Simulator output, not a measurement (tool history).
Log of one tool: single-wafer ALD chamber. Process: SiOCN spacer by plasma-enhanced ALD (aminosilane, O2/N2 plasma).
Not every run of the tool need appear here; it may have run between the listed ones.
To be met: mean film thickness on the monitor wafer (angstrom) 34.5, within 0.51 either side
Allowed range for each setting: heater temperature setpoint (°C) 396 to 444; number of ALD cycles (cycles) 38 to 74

run,day,heater temperature setpoint (°C),number of ALD cycles (cycles),mean film thickness on the monitor wafer (angstrom)
1,0,420,56,30.479
2,0.267,416,57,31.5
3,0.358,412,58,32.583
4,0.662,423,58,30.991
5,0.996,418,58,31.623
6,1.067,414,58,32.189
# day 1.354: thermocouple changed; heater temperature recalibrated
7,1.354,411,58,33.241
8,1.5,410,58,33.378
9,1.546,409,58,33.474
10,1.596,408,58,33.569
11,1.683,407,58,33.691
12,1.979,406,58,33.766
13,2.238,405,58,34.022

Pick the move, out of 4, that brings all results within their allowed miss; only one does.
A,2.496,406,58,?
B,2.496,409,57,?
C,2.496,408,60,?
D,2.496,411,58,?

move,mean film thickness on the monitor wafer (angstrom)
A,33.781
B,32.854
C,34.704
D,33.197
A: the biggest miss grows against the last run
B: the biggest miss grows against the last run
C: all results in spec
D: the biggest miss grows against the last run
C meets every target.
